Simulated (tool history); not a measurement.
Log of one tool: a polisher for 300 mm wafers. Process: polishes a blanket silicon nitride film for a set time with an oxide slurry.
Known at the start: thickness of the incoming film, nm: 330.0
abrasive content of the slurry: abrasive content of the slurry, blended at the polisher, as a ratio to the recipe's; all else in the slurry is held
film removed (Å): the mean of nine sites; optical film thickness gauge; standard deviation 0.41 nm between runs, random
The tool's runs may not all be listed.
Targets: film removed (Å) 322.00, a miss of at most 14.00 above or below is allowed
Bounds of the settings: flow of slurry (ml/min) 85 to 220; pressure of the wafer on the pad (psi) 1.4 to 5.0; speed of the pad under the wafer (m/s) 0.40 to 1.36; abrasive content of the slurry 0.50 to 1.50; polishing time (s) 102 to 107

| run | hour | flow of slurry (ml/min) | pressure of the wafer on the pad (psi) | speed of the pad under the wafer (m/s) | abrasive content of the slurry | polishing time (s) | film removed (Å) |
|---|---|---|---|---|---|---|---|
| 1 | 0.0 | 140 | 3.2 | 0.88 | 1.00 | 102 | 433.07 |
| 2 | 4.4 | 140 | 3.2 | 1.06 | 1.00 | 102 | 490.61 |
| 3 | 12.8 | 140 | 3.0 | 1.06 | 1.00 | 102 | 465.18 |
| 4 | 16.4 | 140 | 2.8 | 1.06 | 1.00 | 102 | 438.19 |
| 5 | 22.3 | 140 | 2.6 | 1.06 | 1.00 | 102 | 413.11 |
| 6 | 24.2 | 140 | 2.5 | 1.06 | 1.00 | 102 | 397.64 |
| 7 | 27.5 | 140 | 2.4 | 1.06 | 1.00 | 102 | 383.89 |
| 8 | 35.7 | 140 | 2.3 | 1.06 | 1.00 | 102 | 369.32 |
| 9 | 44.3 | 140 | 2.2 | 1.06 | 1.00 | 102 | 360.22 |
| 10 | 47.3 | 130 | 1.8 | 1.06 | 1.00 | 102 | 301.01 |
| 11 | 49.2 | 135 | 1.8 | 1.06 | 1.00 | 102 | 298.81 |
| 12 | 57.4 | 140 | 1.8 | 1.06 | 1.00 | 102 | 303.67 |

Which of these 5 next moves meets every target?
| A | 65.6 | 95 | 1.7 | 1.00 | 1.15 | 106 | ? |
| B | 65.6 | 190 | 1.4 | 1.20 | 1.10 | 102 | ? |
| C | 65.6 | 135 | 2.0 | 1.00 | 1.05 | 103 | ? |
| D | 65.6 | 130 | 1.7 | 1.30 | 1.00 | 107 | ? |
| E | 65.6 | 195 | 1.9 | 1.04 | 0.85 | 102 | ? |

| move | film removed (Å) |
|---|---|
| A | 291.14 |
| B | 294.45 |
| C | 323.16 |
| D | 347.41 |
| E | 289.86 |
A: moves away from the targets compared with the last run
B: moves away from the targets compared with the last run
C: all results land within tolerance of their targets
D: takes the result that was furthest off past its target
E: moves away from the targets compared with the last run
C is the move that brings every result within its allowed miss.
